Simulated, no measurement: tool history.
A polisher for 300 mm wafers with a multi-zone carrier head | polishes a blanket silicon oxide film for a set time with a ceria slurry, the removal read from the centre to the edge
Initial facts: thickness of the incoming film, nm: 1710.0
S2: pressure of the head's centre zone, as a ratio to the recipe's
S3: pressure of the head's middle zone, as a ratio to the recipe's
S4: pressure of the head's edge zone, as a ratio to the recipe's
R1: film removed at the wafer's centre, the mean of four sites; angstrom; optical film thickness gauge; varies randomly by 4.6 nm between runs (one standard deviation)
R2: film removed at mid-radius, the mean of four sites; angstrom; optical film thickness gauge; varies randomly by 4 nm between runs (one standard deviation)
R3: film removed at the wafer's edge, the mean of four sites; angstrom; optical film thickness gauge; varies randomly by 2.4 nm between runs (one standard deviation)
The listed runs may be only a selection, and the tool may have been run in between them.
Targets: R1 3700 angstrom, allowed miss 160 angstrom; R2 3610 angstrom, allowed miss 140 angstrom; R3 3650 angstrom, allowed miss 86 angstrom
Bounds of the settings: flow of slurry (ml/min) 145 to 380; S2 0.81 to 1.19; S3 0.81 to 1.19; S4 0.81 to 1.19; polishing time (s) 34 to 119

Run 1, hour 0: flow of slurry (ml/min) 245, S2 1, S3 1, S4 1, polishing time (s) 76. Result: R1 2748.3 angstrom, R2 2863.3 angstrom, R3 2807.1 angstrom.
Run 2, hour 4.3: flow of slurry (ml/min) 245, S2 0.96, S3 1, S4 1, polishing time (s) 76. Result: R1 2634.4 angstrom, R2 2818.8 angstrom, R3 2792.9 angstrom.
Run 3, hour 8.7: flow of slurry (ml/min) 245, S2 0.96, S3 1.05, S4 1, polishing time (s) 76. Result: R1 2620.8 angstrom, R2 3034.2 angstrom, R3 2791.5 angstrom.
Run 4, hour 13.8: flow of slurry (ml/min) 245, S2 0.96, S3 1.13, S4 1, polishing time (s) 76. Result: R1 2634.6 angstrom, R2 3169.9 angstrom, R3 2784.9 angstrom.
Run 5, hour 21: flow of slurry (ml/min) 255, S2 1, S3 1.11, S4 1.05, polishing time (s) 80. Result: R1 2943.4 angstrom, R2 3281.3 angstrom, R3 3018.1 angstrom.
Run 6, hour 25: flow of slurry (ml/min) 255, S2 0.94, S3 1.11, S4 1.05, polishing time (s) 80. Result: R1 2710.7 angstrom, R2 3284.8 angstrom, R3 3047.8 angstrom.
Run 7, hour 33.3: flow of slurry (ml/min) 270, S2 0.98, S3 1.11, S4 1.09, polishing time (s) 82. Result: R1 2984.2 angstrom, R2 3430.2 angstrom, R3 3167.5 angstrom.
Run 8, hour 38.8: flow of slurry (ml/min) 275, S2 1, S3 1.09, S4 1.12, polishing time (s) 84. Result: R1 3109.6 angstrom, R2 3428.5 angstrom, R3 3268.3 angstrom.
Run 9, hour 42.2: flow of slurry (ml/min) 280, S2 1.02, S3 1.08, S4 1.14, polishing time (s) 86. Result: R1 3188.7 angstrom, R2 3530.9 angstrom, R3 3387.5 angstrom.
Run 10, hour 47.9: flow of slurry (ml/min) 285, S2 1.05, S3 1.06, S4 1.15, polishing time (s) 87. Result: R1 3338.8 angstrom, R2 3454.4 angstrom, R3 3454.4 angstrom.

Exactly one of the 5 candidate moves below puts every result within its allowed miss. Which one?
Run A, hour 53.6: flow of slurry (ml/min) 330, S2 0.94, S3 1.11, S4 1.12, polishing time (s) 86. Result: R1 ?, R2 ?, R3 ?.
Run B, hour 53.6: flow of slurry (ml/min) 310, S2 1, S3 1.11, S4 1.13, polishing time (s) 81. Result: R1 ?, R2 ?, R3 ?.
Run C, hour 53.6: flow of slurry (ml/min) 280, S2 1.11, S3 1.02, S4 1.13, polishing time (s) 93. Result: R1 ?, R2 ?, R3 ?.
Run D, hour 53.6: flow of slurry (ml/min) 375, S2 1.19, S3 1.14, S4 1.02, polishing time (s) 84. Result: R1 ?, R2 ?, R3 ?.
Run E, hour 53.6: flow of slurry (ml/min) 300, S2 1.09, S3 1.13, S4 1.11, polishing time (s) 83. Result: R1 ?, R2 ?, R3 ?.

move      R1      R2      R3
   A  3013.2  3608.7  3407.3
   B  2982.1  3381.2  3210.3
   C  3722.5  3579.9  3666.7
   D  3675.2  3637.2  3211.8
   E  3291.7  3507.4  3254.9
A: further off than the last run
B: further off than the last run
C: meets every target
D: further off than the last run
E: further off than the last run
C is the move that brings every result within its allowed miss.

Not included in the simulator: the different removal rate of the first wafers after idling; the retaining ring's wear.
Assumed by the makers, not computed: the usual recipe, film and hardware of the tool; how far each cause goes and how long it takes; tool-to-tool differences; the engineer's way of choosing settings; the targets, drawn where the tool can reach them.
